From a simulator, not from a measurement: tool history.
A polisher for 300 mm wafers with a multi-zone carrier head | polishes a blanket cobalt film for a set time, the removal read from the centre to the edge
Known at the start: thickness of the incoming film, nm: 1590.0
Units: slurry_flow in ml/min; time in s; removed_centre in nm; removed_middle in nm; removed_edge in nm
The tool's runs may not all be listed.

{"run": 1, "hour": 0.0, "slurry_flow": 285, "centre_zone": 1, "middle_zone": 1, "edge_zone": 1, "time": 89, "removed_centre": 575.74, "removed_middle": 573.86, "removed_edge": 580.86}
{"run": 2, "hour": 6.3, "slurry_flow": 285, "centre_zone": 1, "middle_zone": 1, "edge_zone": 0.93, "time": 89, "removed_centre": 597.78, "removed_middle": 574.88, "removed_edge": 548.28}
{"run": 3, "hour": 12.2, "slurry_flow": 285, "centre_zone": 0.96, "middle_zone": 1, "edge_zone": 0.93, "time": 89, "removed_centre": 552.31, "removed_middle": 578.89, "removed_edge": 546.97}
{"run": 4, "hour": 15.9, "slurry_flow": 285, "centre_zone": 0.96, "middle_zone": 0.96, "edge_zone": 0.93, "time": 89, "removed_centre": 568.17, "removed_middle": 564.03, "removed_edge": 552.61}
{"run": 5, "hour": 22.1, "slurry_flow": 305, "centre_zone": 1.01, "middle_zone": 1.02, "edge_zone": 0.93, "time": 94, "removed_centre": 625.89, "removed_middle": 625.11, "removed_edge": 581.21}
{"run": 6, "hour": 25.0, "slurry_flow": 305, "centre_zone": 1.01, "middle_zone": 1.06, "edge_zone": 0.93, "time": 94, "removed_centre": 628.13, "removed_middle": 640.18, "removed_edge": 584.28}
{"run": 7, "hour": 29.1, "slurry_flow": 320, "centre_zone": 1.05, "middle_zone": 1.1, "edge_zone": 0.93, "time": 97, "removed_centre": 688.74, "removed_middle": 690.23, "removed_edge": 610.76}
{"run": 8, "hour": 33.0, "slurry_flow": 335, "centre_zone": 1.08, "middle_zone": 1.13, "edge_zone": 0.93, "time": 98, "removed_centre": 676.44, "removed_middle": 724.05, "removed_edge": 604.41}

Forecast run 9:
{"run": 9, "hour": 33.9, "slurry_flow": 320, "centre_zone": 1.11, "middle_zone": 1.12, "edge_zone": 0.92, "time": 101, "removed_centre": "?", "removed_middle": "?", "removed_edge": "?"}

removed_centre: 724.52 nm
removed_middle: 735.71 nm
removed_edge: 626.36 nm
